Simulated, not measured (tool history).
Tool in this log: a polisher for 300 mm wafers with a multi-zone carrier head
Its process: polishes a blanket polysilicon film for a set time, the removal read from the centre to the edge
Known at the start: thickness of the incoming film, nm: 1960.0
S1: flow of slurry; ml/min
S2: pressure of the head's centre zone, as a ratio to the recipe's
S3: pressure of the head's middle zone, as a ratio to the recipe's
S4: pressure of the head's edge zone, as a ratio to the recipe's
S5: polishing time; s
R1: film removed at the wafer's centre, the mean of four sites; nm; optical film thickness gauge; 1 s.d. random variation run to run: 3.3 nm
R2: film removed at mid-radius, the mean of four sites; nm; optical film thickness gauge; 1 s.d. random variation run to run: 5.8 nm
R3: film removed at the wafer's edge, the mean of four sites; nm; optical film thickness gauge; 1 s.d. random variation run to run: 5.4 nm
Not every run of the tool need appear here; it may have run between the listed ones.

run,hour,S1,S2,S3,S4,S5,R1,R2,R3
1,0,190,1,1,1,45,426.19,385.73,396.57
2,3,190,0.95,1,1,45,401.83,382.79,388.03
3,6.2,190,0.95,1,0.94,45,401.52,380.6,387.48
4,9.5,230,0.95,1,0.94,45,415.02,394.53,395.62
# hour 10.6: centre zone pressure recalibrated
5,10.6,220,0.93,0.97,0.98,48,398.45,401.29,427.01
6,18.2,225,0.95,0.95,1,50,426.58,417.09,453.12
7,26.6,225,0.95,0.95,1,50,421.77,405.57,449.95

The next listed run, before its measurement:
8,31.4,230,0.96,0.94,1.02,51,?,?,?

{"run 8": {"R1": 435.34, "R2": 426.96, "R3": 467.98}}
